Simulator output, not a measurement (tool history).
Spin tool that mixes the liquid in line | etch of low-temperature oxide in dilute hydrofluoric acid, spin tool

run,day,temperature setpoint of the liquid (°C),parts of water to one part of 49 % hydrofluoric acid (parts by volume),time under the liquid (s),thickness taken off the low-temperature oxide on a monitor wafer (angstrom)
1,0.000,21.0,60,315,539.38
2,0.188,22.5,55,315,642.74
3,0.342,22.5,40,315,899.80
4,0.446,23.5,40,315,949.22
5,0.758,23.5,30,315,1257.20
6,1.058,24.0,30,315,1304.90

Forecast run 7:
7,1.408,24.5,30,315,?

Logged for run 7: thickness taken off the low-temperature oxide on a monitor wafer (angstrom) 1324.40.

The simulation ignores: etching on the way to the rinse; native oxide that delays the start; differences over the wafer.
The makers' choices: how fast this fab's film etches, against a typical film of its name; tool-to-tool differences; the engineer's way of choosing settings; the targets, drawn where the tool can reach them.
